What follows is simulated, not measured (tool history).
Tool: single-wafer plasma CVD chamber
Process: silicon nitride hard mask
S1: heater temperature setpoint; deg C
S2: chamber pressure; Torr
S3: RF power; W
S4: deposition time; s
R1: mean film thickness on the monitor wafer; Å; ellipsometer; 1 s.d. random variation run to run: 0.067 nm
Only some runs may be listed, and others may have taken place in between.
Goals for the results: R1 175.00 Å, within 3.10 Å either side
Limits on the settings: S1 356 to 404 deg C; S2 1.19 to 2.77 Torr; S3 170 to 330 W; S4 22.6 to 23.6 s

run 1 hour=0.0 | S1=380 S2=1.98 S3=250 S4=23.6 | R1=244.30
run 2 hour=2.3 | S1=376 S2=1.98 S3=250 S4=23.6 | R1=244.59
run 3 hour=5.0 | S1=376 S2=1.89 S3=240 S4=23.5 | R1=231.80
run 4 hour=10.2 | S1=376 S2=1.89 S3=215 S4=23.5 | R1=207.02
run 5 hour=13.8 | S1=376 S2=1.81 S3=210 S4=23.5 | R1=198.90
-- hour=15.4 RF generator calibrated
run 6 hour=15.4 | S1=376 S2=1.73 S3=210 S4=23.5 | R1=204.18
run 7 hour=23.8 | S1=376 S2=1.73 S3=205 S4=23.5 | R1=199.82
run 8 hour=28.2 | S1=376 S2=1.73 S3=200 S4=23.5 | R1=193.88
run 9 hour=30.6 | S1=376 S2=1.71 S3=195 S4=23.5 | R1=185.51
run 10 hour=36.8 | S1=376 S2=1.67 S3=195 S4=23.5 | R1=185.21
run 11 hour=41.1 | S1=376 S2=1.67 S3=195 S4=23.5 | R1=185.30
run 12 hour=43.5 | S1=376 S2=1.62 S3=195 S4=23.5 | R1=182.51
run 13 hour=49.0 | S1=376 S2=1.60 S3=195 S4=23.5 | R1=182.88
run 14 hour=52.6 | S1=376 S2=1.57 S3=195 S4=23.5 | R1=182.71
run 15 hour=55.1 | S1=376 S2=1.54 S3=195 S4=23.5 | R1=181.28
run 16 hour=55.8 | S1=376 S2=1.52 S3=195 S4=23.5 | R1=181.73

Pick the move, out of 5, that brings all results within their allowed miss; only one does.
run A hour=56.5 | S1=380 S2=1.78 S3=200 S4=23.5 | R1=?
run B hour=56.5 | S1=373 S2=1.58 S3=200 S4=23.1 | R1=?
run C hour=56.5 | S1=381 S2=1.62 S3=190 S4=23.2 | R1=?
run D hour=56.5 | S1=365 S2=1.50 S3=205 S4=22.9 | R1=?
run E hour=56.5 | S1=371 S2=1.48 S3=210 S4=22.6 | R1=?

move=A R1=191.88
move=B R1=183.85
move=C R1=174.04
move=D R1=185.87
move=E R1=187.32
A: lands further from the targets than the last run did
B: lands further from the targets than the last run did
C: in spec on every target
D: lands further from the targets than the last run did
E: lands further from the targets than the last run did
Move C is the one to make.
